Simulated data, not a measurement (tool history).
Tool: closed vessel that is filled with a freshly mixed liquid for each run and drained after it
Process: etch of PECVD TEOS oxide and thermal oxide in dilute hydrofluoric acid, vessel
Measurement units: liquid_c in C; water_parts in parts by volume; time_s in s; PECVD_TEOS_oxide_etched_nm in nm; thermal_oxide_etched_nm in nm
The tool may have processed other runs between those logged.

run,hour,liquid_c,water_parts,time_s,PECVD_TEOS_oxide_etched_nm,thermal_oxide_etched_nm
1,0,25,100,80,16.349,4.1565
2,6.1,25,70,80,24.297,6.2079
3,11.7,25,55,80,31.388,7.9609
4,17,25,70,80,24.308,6.1731
5,18.6,23,100,80,15.105,3.7999
6,26,23,125,80,11.854,2.9921
7,31.9,21.5,140,75,9.1705,2.2734

For run 8, what comes out?
8,39.9,21,150,70,?,?

PECVD_TEOS_oxide_etched_nm: 7.6833 nm
thermal_oxide_etched_nm: 1.9699 nm
